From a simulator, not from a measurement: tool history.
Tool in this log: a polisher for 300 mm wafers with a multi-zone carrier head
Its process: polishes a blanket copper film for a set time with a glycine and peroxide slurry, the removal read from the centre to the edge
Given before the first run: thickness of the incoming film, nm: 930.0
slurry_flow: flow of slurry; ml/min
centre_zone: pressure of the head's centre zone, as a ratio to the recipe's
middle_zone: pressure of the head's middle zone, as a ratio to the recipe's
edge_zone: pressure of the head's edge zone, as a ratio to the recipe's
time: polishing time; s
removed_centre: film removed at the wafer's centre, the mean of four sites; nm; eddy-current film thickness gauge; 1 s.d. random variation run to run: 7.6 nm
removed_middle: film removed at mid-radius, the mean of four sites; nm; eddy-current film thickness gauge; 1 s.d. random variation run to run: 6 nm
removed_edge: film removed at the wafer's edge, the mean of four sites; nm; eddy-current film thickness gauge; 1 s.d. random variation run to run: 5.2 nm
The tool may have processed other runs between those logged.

run,hour,slurry_flow,centre_zone,middle_zone,edge_zone,time,removed_centre,removed_middle,removed_edge
1,0,255,1,1,1,82,407.5,395.17,399.53
2,3.5,255,1,1.08,1,82,406.14,418.78,395.77
3,4.4,260,1.02,1.08,1.01,84,426.9,441.27,412.8
4,7.9,265,1.04,1.08,1.03,85,431.76,444.04,423.24
5,16.7,230,1.04,1.08,1.03,85,431.03,428.15,415.53
6,20.1,230,0.97,1.08,1.03,85,406.56,431.39,421.34

The next listed run, before its measurement:
7,24.9,235,1,1.08,1.04,87,?,?,?

removed_centre: 425.04 nm
removed_middle: 446.96 nm
removed_edge: 424.47 nm
